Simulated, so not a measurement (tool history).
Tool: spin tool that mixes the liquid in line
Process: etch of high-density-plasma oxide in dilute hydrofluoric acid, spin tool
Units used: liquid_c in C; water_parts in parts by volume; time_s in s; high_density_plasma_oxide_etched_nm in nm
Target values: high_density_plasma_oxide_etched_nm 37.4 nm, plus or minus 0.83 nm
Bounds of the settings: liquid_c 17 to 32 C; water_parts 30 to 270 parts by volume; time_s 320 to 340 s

run  hour  liquid_c  water_parts  time_s  high_density_plasma_oxide_etched_nm
  1     0        24          150     320                               15.777
  2   7.7        26          150     320                               17.058
  3  13.5        24          150     320                               15.704
  4  14.9        24          150     320                               15.812
  5  15.8        24          110     320                                22.58
  6  20.1      26.5          100     320                               27.704
  7  21.2        28          100     320                               29.324
  8    24        32           85     320                               41.034
  9    31      31.5           85     320                               40.566
 10  32.2        31           85     320                               39.562
 11  37.3      30.5           85     320                               38.707

Which single option among these 4 for the next run brings every result within its allowed miss of target? Just one does.
  A  42.4      29.5           90     320                                    ?
  B  42.4        30           95     335                                    ?
  C  42.4        31           90     320                                    ?
  D  42.4        32           90     340                                    ?

move  high_density_plasma_oxide_etched_nm
   A                               35.069
   B                               35.193
   C                               37.111
   D                                40.93
A: moves the result that the last run missed by most past its target, out the other side
B: moves the result that the last run missed by most past its target, out the other side
C: all results land within tolerance of their targets
D: misses by more than the last run did
Correct choice: C, which meets every target

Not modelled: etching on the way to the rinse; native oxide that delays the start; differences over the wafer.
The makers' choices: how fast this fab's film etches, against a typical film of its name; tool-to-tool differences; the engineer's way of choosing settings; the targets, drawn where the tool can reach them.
